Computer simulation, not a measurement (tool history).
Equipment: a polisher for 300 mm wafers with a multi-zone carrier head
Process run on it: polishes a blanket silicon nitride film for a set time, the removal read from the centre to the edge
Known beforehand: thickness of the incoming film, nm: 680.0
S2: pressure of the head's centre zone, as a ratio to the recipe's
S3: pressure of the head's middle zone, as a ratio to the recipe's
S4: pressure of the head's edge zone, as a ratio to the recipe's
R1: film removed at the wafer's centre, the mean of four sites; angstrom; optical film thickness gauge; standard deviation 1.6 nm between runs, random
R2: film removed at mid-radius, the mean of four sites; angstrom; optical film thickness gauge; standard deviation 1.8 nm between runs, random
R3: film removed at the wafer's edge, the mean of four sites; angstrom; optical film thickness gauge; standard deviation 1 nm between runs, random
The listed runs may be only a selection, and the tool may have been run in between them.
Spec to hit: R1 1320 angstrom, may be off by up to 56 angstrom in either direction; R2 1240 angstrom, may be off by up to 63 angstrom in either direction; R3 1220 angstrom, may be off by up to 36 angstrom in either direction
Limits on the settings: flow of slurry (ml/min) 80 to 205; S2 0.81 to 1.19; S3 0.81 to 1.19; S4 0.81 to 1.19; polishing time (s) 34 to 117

Run 1, hour 0: flow of slurry (ml/min) 135, S2 1, S3 1, S4 1, polishing time (s) 75. Result: R1 1620.4 angstrom, R2 1661.9 angstrom, R3 1601.6 angstrom.
Run 2, hour 4.7: flow of slurry (ml/min) 135, S2 1, S3 1, S4 1, polishing time (s) 67. Result: R1 1437.5 angstrom, R2 1452.6 angstrom, R3 1450.5 angstrom.
Run 3, hour 5.8: flow of slurry (ml/min) 135, S2 1, S3 1, S4 1, polishing time (s) 83. Result: R1 1819 angstrom, R2 1809.5 angstrom, R3 1767.2 angstrom.
Run 4, hour 12.9: flow of slurry (ml/min) 105, S2 1, S3 1, S4 1, polishing time (s) 83. Result: R1 1651.1 angstrom, R2 1703.3 angstrom, R3 1683.4 angstrom.
Run 5, hour 18.4: flow of slurry (ml/min) 105, S2 1, S3 1, S4 1, polishing time (s) 100. Result: R1 1993.7 angstrom, R2 2099.6 angstrom, R3 2062.2 angstrom.
Run 6, hour 21.9: flow of slurry (ml/min) 105, S2 1, S3 1, S4 1.05, polishing time (s) 100. Result: R1 1948.6 angstrom, R2 2105.8 angstrom, R3 2084.5 angstrom.
Run 7, hour 29.7: flow of slurry (ml/min) 105, S2 1, S3 1, S4 1.03, polishing time (s) 95. Result: R1 1877.2 angstrom, R2 1928.7 angstrom, R3 1962.7 angstrom.
Run 8, hour 35.6: flow of slurry (ml/min) 105, S2 1, S3 1, S4 1.02, polishing time (s) 90. Result: R1 1821.6 angstrom, R2 1907.7 angstrom, R3 1833.8 angstrom.

Which one of the following 5 next-run settings gets every result inside its allowed miss? There is exactly one.
Run A, hour 41.5: flow of slurry (ml/min) 90, S2 1.1, S3 0.83, S4 1.03, polishing time (s) 64. Result: R1 ?, R2 ?, R3 ?.
Run B, hour 41.5: flow of slurry (ml/min) 105, S2 1, S3 0.81, S4 1.03, polishing time (s) 67. Result: R1 ?, R2 ?, R3 ?.
Run C, hour 41.5: flow of slurry (ml/min) 115, S2 1.03, S3 0.93, S4 0.98, polishing time (s) 62. Result: R1 ?, R2 ?, R3 ?.
Run D, hour 41.5: flow of slurry (ml/min) 135, S2 0.82, S3 1, S4 1.09, polishing time (s) 117. Result: R1 ?, R2 ?, R3 ?.
Run E, hour 41.5: flow of slurry (ml/min) 80, S2 1.15, S3 1.04, S4 0.98, polishing time (s) 65. Result: R1 ?, R2 ?, R3 ?.

move      R1      R2      R3
   A  1276.8  1098.4  1301.2
   B  1299.3  1188.9  1411.4
   C  1275.6  1266.3  1300.8
   D  2041.9  2648.2  2640.9
   E  1280.9  1283.5  1251.4
A: nearer the targets than the last run, but a result is still out of spec
B: nearer the targets than the last run, but a result is still out of spec
C: nearer the targets than the last run, but a result is still out of spec
D: lands further from the targets than the last run did
E: each result inside its tolerance
The move that meets every target is E.
